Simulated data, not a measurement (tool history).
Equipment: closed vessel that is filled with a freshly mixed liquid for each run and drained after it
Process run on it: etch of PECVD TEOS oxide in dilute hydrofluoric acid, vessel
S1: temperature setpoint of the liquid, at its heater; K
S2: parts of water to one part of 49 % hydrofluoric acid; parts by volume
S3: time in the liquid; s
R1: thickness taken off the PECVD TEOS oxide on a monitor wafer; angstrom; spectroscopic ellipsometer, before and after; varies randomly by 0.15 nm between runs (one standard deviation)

run	hour	S1	S2	S3	R1
1	0	297.15	170	215	121.52
2	4.4	297.15	170	215	121.84
3	11.9	297.15	170	215	121.44
4	20.4	299.65	170	215	133.85
5	23.6	301.15	170	215	141.46
6	30	301.15	110	215	235.95

What will run 7 give?
7	32.2	302.15	100	215	?

R1: 273.91 angstrom
